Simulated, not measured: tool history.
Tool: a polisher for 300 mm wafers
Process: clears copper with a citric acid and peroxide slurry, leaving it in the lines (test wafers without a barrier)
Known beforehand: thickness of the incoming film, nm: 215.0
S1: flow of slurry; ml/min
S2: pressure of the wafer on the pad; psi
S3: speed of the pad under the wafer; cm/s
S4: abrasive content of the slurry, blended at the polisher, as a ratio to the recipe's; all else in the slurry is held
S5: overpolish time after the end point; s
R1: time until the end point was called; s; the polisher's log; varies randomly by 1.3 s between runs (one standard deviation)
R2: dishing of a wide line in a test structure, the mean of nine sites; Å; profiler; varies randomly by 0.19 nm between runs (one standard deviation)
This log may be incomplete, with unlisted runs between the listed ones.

{"run": 1, "hour": 0.0, "S1": 130, "S2": 2.2, "S3": 102, "S4": 1.0, "S5": 17, "R1": 147.92, "R2": 192.08}
{"run": 2, "hour": 2.3, "S1": 130, "S2": 2.2, "S3": 102, "S4": 0.8, "S5": 17, "R1": 155.72, "R2": 184.79}
{"run": 3, "hour": 7.4, "S1": 160, "S2": 2.2, "S3": 102, "S4": 0.8, "S5": 17, "R1": 154.01, "R2": 191.09}
{"run": 4, "hour": 15.4, "S1": 160, "S2": 2.2, "S3": 102, "S4": 0.6, "S5": 17, "R1": 166.91, "R2": 172.65}
{"run": 5, "hour": 22.9, "S1": 160, "S2": 2.3, "S3": 102, "S4": 0.6, "S5": 16, "R1": 154.19, "R2": 171.28}
{"run": 6, "hour": 27.1, "S1": 135, "S2": 2.3, "S3": 102, "S4": 0.6, "S5": 16, "R1": 160.04, "R2": 167.85}
{"run": 7, "hour": 29.0, "S1": 135, "S2": 2.4, "S3": 102, "S4": 0.6, "S5": 15, "R1": 155.01, "R2": 163.14}

The next listed run, before its measurement:
{"run": 8, "hour": 35.9, "S1": 135, "S2": 2.5, "S3": 102, "S4": 0.6, "S5": 14, "R1": "?", "R2": "?"}

Run 8 came out at R1 147.08 s, R2 161.18 Å.

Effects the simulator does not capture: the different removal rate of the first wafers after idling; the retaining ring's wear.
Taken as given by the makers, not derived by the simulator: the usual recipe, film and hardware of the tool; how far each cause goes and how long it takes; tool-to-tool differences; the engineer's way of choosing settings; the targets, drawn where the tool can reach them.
